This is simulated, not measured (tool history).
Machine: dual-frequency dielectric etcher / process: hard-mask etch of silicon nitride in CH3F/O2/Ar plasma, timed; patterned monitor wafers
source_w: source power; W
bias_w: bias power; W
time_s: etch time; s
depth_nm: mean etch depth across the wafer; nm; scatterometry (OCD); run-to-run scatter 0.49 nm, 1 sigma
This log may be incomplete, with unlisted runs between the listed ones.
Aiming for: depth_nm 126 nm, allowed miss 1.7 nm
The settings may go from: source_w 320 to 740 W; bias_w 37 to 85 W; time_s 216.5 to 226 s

Run 1, hour 0: source_w 530 W, bias_w 61 W, time_s 216.5 s. Result: depth_nm 158.67 nm.
Run 2, hour 5.2: source_w 460 W, bias_w 56 W, time_s 216.5 s. Result: depth_nm 145.29 nm.
Run 3, hour 7.2: source_w 460 W, bias_w 66 W, time_s 216.5 s. Result: depth_nm 150.48 nm.
Run 4, hour 15.2: source_w 410 W, bias_w 62 W, time_s 216.5 s. Result: depth_nm 139.63 nm.
Run 5, hour 23.2: source_w 410 W, bias_w 68 W, time_s 216.5 s. Result: depth_nm 142.98 nm.
Run 6, hour 28.8: source_w 450 W, bias_w 68 W, time_s 216.5 s. Result: depth_nm 150.4 nm.
Run 7, hour 34.8: source_w 410 W, bias_w 65 W, time_s 216.5 s. Result: depth_nm 141.31 nm.
Run 8, hour 39.7: source_w 410 W, bias_w 65 W, time_s 216.5 s. Result: depth_nm 142.1 nm.
Run 9, hour 42.4: source_w 380 W, bias_w 63 W, time_s 216.5 s. Result: depth_nm 134.61 nm.
Run 10, hour 48.1: source_w 380 W, bias_w 63 W, time_s 216.5 s. Result: depth_nm 134.81 nm.
Run 11, hour 51.4: source_w 360 W, bias_w 63 W, time_s 216.5 s. Result: depth_nm 130.83 nm.
Run 12, hour 52.8: source_w 350 W, bias_w 63 W, time_s 216.5 s. Result: depth_nm 127.93 nm.
Run 13, hour 54.9: source_w 350 W, bias_w 63 W, time_s 216.5 s. Result: depth_nm 128.44 nm.
Run 14, hour 59.7: source_w 350 W, bias_w 63 W, time_s 216.5 s. Result: depth_nm 128.4 nm.

Which single option among these 4 for the next run brings every result within its allowed miss of target? Just one does.
Run A, hour 64.5: source_w 340 W, bias_w 61 W, time_s 223 s. Result: depth_nm ?.
Run B, hour 64.5: source_w 320 W, bias_w 60 W, time_s 226 s. Result: depth_nm ?.
Run C, hour 64.5: source_w 360 W, bias_w 61 W, time_s 224 s. Result: depth_nm ?.
Run D, hour 64.5: source_w 340 W, bias_w 62 W, time_s 223.5 s. Result: depth_nm ?.

move  depth_nm
   A    128.23
   B    124.85
   C    133.14
   D    129.01
A: moves toward the targets from the last run without getting all of them in spec
B: all results land within tolerance of their targets
C: lands further from the targets than the last run did
D: lands further from the targets than the last run did
Go with B: it meets all targets.
